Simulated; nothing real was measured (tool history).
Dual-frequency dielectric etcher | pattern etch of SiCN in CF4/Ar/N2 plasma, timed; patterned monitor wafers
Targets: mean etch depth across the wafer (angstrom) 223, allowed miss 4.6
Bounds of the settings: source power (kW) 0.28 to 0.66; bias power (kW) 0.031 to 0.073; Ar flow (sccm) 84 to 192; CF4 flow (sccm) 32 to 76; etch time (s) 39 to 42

run	day	source power (kW)	bias power (kW)	Ar flow (sccm)	CF4 flow (sccm)	etch time (s)	mean etch depth across the wafer (angstrom)
1	0	0.47	0.052	138	54	42	268.3
2	0.342	0.47	0.052	138	50	42	266.48
3	0.617	0.46	0.052	138	50	42	262.47
4	0.933	0.46	0.052	138	54	42	264.68
5	1.079	0.46	0.045	138	54	42	248.87
6	1.238	0.45	0.045	138	54	42	246.32
7	1.588	0.44	0.045	138	54	42	242.26
8	1.75	0.44	0.045	138	54	42	242.64
9	2.104	0.43	0.045	138	54	42	240.77
10	2.242	0.42	0.045	138	54	42	236.83
11	2.288	0.41	0.045	138	54	42	235.51
12	2.425	0.4	0.045	138	54	42	231.6

4 next moves are on the table. One of them brings every result within its allowed miss. Which?
A	2.562	0.42	0.045	140	59	42	?
B	2.562	0.44	0.046	143	53	40.5	?
C	2.562	0.43	0.042	142	51	40.5	?
D	2.562	0.38	0.044	148	51	41	?

move	mean etch depth across the wafer (angstrom)
A	240.33
B	234.75
C	221.67
D	212.76
A: further off than the last run
B: further off than the last run
C: meets every target
D: takes the result that was furthest off past its target
The right move is C.
